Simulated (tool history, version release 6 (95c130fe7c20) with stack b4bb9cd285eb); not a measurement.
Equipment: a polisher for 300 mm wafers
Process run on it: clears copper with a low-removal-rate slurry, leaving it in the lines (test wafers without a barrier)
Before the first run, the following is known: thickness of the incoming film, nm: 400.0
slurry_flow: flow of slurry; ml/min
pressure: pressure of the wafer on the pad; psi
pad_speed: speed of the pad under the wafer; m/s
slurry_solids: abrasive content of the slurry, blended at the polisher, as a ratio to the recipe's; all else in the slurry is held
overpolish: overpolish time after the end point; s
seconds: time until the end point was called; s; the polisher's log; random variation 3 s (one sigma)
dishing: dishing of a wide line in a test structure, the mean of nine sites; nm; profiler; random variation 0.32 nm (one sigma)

run 1 hour=0.0 | slurry_flow=240 pressure=3.0 pad_speed=1.10 slurry_solids=1.00 overpolish=23 | seconds=136.35 dishing=41.704
run 2 hour=4.8 | slurry_flow=240 pressure=3.0 pad_speed=1.10 slurry_solids=0.90 overpolish=23 | seconds=141.75 dishing=40.310
run 3 hour=8.7 | slurry_flow=240 pressure=3.0 pad_speed=1.10 slurry_solids=0.70 overpolish=23 | seconds=152.09 dishing=39.144
run 4 hour=15.4 | slurry_flow=245 pressure=2.8 pad_speed=1.10 slurry_solids=0.75 overpolish=20 | seconds=158.05 dishing=33.843
run 5 hour=17.8 | slurry_flow=245 pressure=2.8 pad_speed=1.10 slurry_solids=0.75 overpolish=26 | seconds=159.04 dishing=40.909
run 6 hour=24.9 | slurry_flow=250 pressure=2.6 pad_speed=1.10 slurry_solids=0.75 overpolish=22 | seconds=171.18 dishing=34.061
run 7 hour=28.0 | slurry_flow=250 pressure=2.5 pad_speed=1.10 slurry_solids=0.75 overpolish=19 | seconds=176.56 dishing=28.648
run 8 hour=32.9 | slurry_flow=255 pressure=2.2 pad_speed=1.14 slurry_solids=0.75 overpolish=10 | seconds=188.04 dishing=14.966
run 9 hour=40.2 | slurry_flow=255 pressure=2.3 pad_speed=1.12 slurry_solids=0.75 overpolish=11 | seconds=187.48 dishing=16.955

Predict the results of run 10:
run 10 hour=42.7 | slurry_flow=255 pressure=2.3 pad_speed=1.12 slurry_solids=0.75 overpolish=12 | seconds=? dishing=?

{"run 10": {"seconds": 185.74, "dishing": 18.162}}

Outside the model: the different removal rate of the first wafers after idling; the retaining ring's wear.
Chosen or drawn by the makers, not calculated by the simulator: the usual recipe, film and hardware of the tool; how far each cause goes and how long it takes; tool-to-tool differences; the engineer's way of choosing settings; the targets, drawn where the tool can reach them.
